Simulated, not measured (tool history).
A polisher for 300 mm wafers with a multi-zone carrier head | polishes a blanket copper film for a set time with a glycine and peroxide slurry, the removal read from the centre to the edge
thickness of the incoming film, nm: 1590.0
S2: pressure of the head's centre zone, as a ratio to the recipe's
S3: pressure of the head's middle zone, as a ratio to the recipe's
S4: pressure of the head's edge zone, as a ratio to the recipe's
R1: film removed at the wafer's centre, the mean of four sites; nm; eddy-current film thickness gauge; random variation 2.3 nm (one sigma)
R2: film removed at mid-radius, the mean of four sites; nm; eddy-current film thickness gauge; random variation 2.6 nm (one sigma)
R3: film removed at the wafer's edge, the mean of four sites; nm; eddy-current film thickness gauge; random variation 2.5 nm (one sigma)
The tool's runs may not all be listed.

Run 1, hour 0: flow of slurry (ml/min) 310, S2 1, S3 1, S4 1, polishing time (s) 62. Result: R1 328.81 nm, R2 333.09 nm, R3 327.37 nm.
Run 2, hour 1.9: flow of slurry (ml/min) 275, S2 1, S3 1, S4 1, polishing time (s) 62. Result: R1 322.28 nm, R2 333.17 nm, R3 330.85 nm.
Run 3, hour 4: flow of slurry (ml/min) 275, S2 1, S3 1, S4 1.07, polishing time (s) 62. Result: R1 326.08 nm, R2 328.33 nm, R3 337.65 nm.
Run 4, hour 10.7: flow of slurry (ml/min) 240, S2 1, S3 1, S4 1.07, polishing time (s) 62. Result: R1 320.35 nm, R2 331.78 nm, R3 341.76 nm.
Run 5, hour 12.6: flow of slurry (ml/min) 235, S2 0.96, S3 0.97, S4 1.06, polishing time (s) 61. Result: R1 303.07 nm, R2 315.06 nm, R3 330.69 nm.
Run 6, hour 19: flow of slurry (ml/min) 235, S2 0.96, S3 0.97, S4 1.06, polishing time (s) 74. Result: R1 366.75 nm, R2 383.6 nm, R3 397.38 nm.
Run 7, hour 20.7: flow of slurry (ml/min) 225, S2 0.92, S3 0.95, S4 1.05, polishing time (s) 70. Result: R1 331.06 nm, R2 351.38 nm, R3 374.36 nm.

Run 8 comes next. What will it give?
Run 8, hour 26.9: flow of slurry (ml/min) 220, S2 0.89, S3 0.94, S4 1.04, polishing time (s) 67. Result: R1 ?, R2 ?, R3 ?.

{"run 8": {"R1": 308.06, "R2": 335.11, "R3": 357.63}}

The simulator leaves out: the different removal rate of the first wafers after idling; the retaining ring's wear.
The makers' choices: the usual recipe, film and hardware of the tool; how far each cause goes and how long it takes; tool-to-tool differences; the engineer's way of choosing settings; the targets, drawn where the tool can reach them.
